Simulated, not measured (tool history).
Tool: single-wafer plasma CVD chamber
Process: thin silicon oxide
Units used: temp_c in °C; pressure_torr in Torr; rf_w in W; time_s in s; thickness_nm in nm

run 1 hour=0 | temp_c=405 pressure_torr=0.573 rf_w=325 time_s=2.89 | thickness_nm=3.6837
run 2 hour=1 | temp_c=405 pressure_torr=0.573 rf_w=325 time_s=2.75 | thickness_nm=3.5198
run 3 hour=2.4 | temp_c=405 pressure_torr=0.478 rf_w=325 time_s=2.75 | thickness_nm=2.9663
run 4 hour=9.6 | temp_c=405 pressure_torr=0.515 rf_w=325 time_s=2.75 | thickness_nm=3.1987
run 5 hour=16.6 | temp_c=410 pressure_torr=0.515 rf_w=325 time_s=2.75 | thickness_nm=3.1791
run 6 hour=22.7 | temp_c=410 pressure_torr=0.547 rf_w=325 time_s=2.75 | thickness_nm=3.3745
-- hour=30.4 thermocouple changed; heater temperature recalibrated
run 7 hour=30.4 | temp_c=410 pressure_torr=0.575 rf_w=325 time_s=2.75 | thickness_nm=3.5075
run 8 hour=34.5 | temp_c=410 pressure_torr=0.69 rf_w=340 time_s=2.77 | thickness_nm=4.2986
run 9 hour=38.1 | temp_c=410 pressure_torr=0.703 rf_w=340 time_s=2.77 | thickness_nm=4.3761
run 10 hour=45.6 | temp_c=410 pressure_torr=0.715 rf_w=340 time_s=2.77 | thickness_nm=4.4721
run 11 hour=51.7 | temp_c=410 pressure_torr=0.715 rf_w=340 time_s=2.77 | thickness_nm=4.4615
run 12 hour=55.3 | temp_c=410 pressure_torr=0.726 rf_w=340 time_s=2.77 | thickness_nm=4.5282
run 13 hour=63 | temp_c=410 pressure_torr=0.726 rf_w=340 time_s=2.77 | thickness_nm=4.502

For run 14, what comes out?
run 14 hour=65.6 | temp_c=410 pressure_torr=0.735 rf_w=340 time_s=2.77 | thickness_nm=?

Run 14 measured thickness_nm 4.593 nm.
